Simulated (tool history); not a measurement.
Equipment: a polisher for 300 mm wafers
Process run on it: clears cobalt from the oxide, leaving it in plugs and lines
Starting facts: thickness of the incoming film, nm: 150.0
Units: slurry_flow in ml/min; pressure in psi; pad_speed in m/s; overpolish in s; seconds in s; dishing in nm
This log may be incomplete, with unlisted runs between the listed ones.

run,day,slurry_flow,pressure,pad_speed,overpolish,seconds,dishing
1,0,190,2.1,0.86,26,30.248,36.379
2,0.192,190,1.9,0.84,24,33.27,35.15
3,0.475,190,2.3,0.84,24,28.285,35.984
4,0.812,190,2.1,0.82,23,31.171,35.216
5,1.062,190,2.1,0.94,23,28.173,35.944
6,1.212,190,2.3,0.94,23,26.195,36.023

What does the tool deliver on the next run?
7,1.533,190,2.1,0.88,22,?,?

Logged for run 7: seconds 29.458 s, dishing 35.621 nm.
